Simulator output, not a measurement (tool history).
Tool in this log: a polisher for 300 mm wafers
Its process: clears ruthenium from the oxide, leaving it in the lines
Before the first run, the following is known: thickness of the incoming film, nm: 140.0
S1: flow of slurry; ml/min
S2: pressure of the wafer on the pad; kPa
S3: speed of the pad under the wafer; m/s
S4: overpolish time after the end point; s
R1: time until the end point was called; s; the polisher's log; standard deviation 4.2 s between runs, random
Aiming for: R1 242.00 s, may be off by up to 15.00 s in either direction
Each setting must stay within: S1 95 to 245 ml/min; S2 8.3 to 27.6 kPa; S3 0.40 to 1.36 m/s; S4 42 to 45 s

{"run": 1, "day": 0.0, "S1": 155, "S2": 17.9, "S3": 0.88, "S4": 42, "R1": 117.71}
{"run": 2, "day": 0.142, "S1": 155, "S2": 15.9, "S3": 0.84, "S4": 42, "R1": 145.26}
{"run": 3, "day": 0.242, "S1": 155, "S2": 13.8, "S3": 0.84, "S4": 42, "R1": 161.93}
{"run": 4, "day": 0.588, "S1": 155, "S2": 11.0, "S3": 0.84, "S4": 42, "R1": 201.69}
{"run": 5, "day": 0.833, "S1": 155, "S2": 10.3, "S3": 0.84, "S4": 42, "R1": 219.56}
{"run": 6, "day": 1.088, "S1": 155, "S2": 10.3, "S3": 0.84, "S4": 42, "R1": 206.79}
{"run": 7, "day": 1.183, "S1": 155, "S2": 9.7, "S3": 0.84, "S4": 42, "R1": 222.97}
{"run": 8, "day": 1.442, "S1": 155, "S2": 9.7, "S3": 0.84, "S4": 42, "R1": 223.89}

4 candidate next runs follow, results not yet known. Just one meets every target within its allowed miss. Identify it.
{"run": "A", "day": 1.7, "S1": 145, "S2": 11.0, "S3": 0.82, "S4": 45, "R1": "?"}
{"run": "B", "day": 1.7, "S1": 170, "S2": 10.3, "S3": 0.72, "S4": 42, "R1": "?"}
{"run": "C", "day": 1.7, "S1": 165, "S2": 11.0, "S3": 0.8, "S4": 42, "R1": "?"}
{"run": "D", "day": 1.7, "S1": 195, "S2": 11.0, "S3": 0.76, "S4": 42, "R1": "?"}

move=A R1=205.22
move=B R1=240.33
move=C R1=205.21
move=D R1=210.04
A: moves away from the targets compared with the last run
B: each result inside its tolerance
C: moves away from the targets compared with the last run
D: moves away from the targets compared with the last run
So the answer is move B, the one that meets all the targets.

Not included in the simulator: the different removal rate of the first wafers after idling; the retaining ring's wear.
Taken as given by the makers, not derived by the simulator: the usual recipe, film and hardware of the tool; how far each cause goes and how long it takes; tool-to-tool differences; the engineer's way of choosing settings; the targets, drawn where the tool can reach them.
